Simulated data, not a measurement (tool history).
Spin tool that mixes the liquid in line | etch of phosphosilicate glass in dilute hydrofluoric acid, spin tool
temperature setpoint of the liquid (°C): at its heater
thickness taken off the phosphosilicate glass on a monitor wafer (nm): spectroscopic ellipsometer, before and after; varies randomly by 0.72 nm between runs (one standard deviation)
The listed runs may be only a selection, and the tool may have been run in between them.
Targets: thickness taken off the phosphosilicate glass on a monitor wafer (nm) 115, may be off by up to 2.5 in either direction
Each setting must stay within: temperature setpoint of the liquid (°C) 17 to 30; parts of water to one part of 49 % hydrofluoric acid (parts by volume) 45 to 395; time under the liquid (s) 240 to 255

| run | hour | temperature setpoint of the liquid (°C) | parts of water to one part of 49 % hydrofluoric acid (parts by volume) | time under the liquid (s) | thickness taken off the phosphosilicate glass on a monitor wafer (nm) |
|---|---|---|---|---|---|
| 1 | 0 | 22 | 220 | 240 | 61.601 |
| 2 | 2.2 | 25 | 220 | 240 | 69.079 |
| 3 | 5.9 | 26.5 | 205 | 240 | 79.64 |
| 4 | 12.2 | 27.5 | 195 | 240 | 88.185 |
| 5 | 18.3 | 27.5 | 195 | 255 | 92.866 |
| 6 | 23.7 | 28 | 190 | 255 | 98.98 |
| 7 | 31.5 | 28.5 | 185 | 255 | 104.2 |
| 8 | 35.3 | 29 | 185 | 255 | 104.75 |
| 9 | 43.3 | 29.5 | 180 | 255 | 109.6 |

Exactly one of the 5 candidate moves below puts every result within its allowed miss. Which one?
| A | 51.3 | 30 | 170 | 255 | ? |
| B | 51.3 | 30 | 180 | 250 | ? |
| C | 51.3 | 29.5 | 180 | 240 | ? |
| D | 51.3 | 27 | 155 | 255 | ? |
| E | 51.3 | 27.5 | 155 | 240 | ? |

| move | thickness taken off the phosphosilicate glass on a monitor wafer (nm) |
|---|---|
| A | 120.58 |
| B | 110.24 |
| C | 103.98 |
| D | 120.89 |
| E | 115.89 |
A: takes the biggest miss from the last run beyond its target
B: closer than the last run, but not yet in spec
C: the biggest miss grows against the last run
D: takes the biggest miss from the last run beyond its target
E: each result inside its tolerance
Answer: E
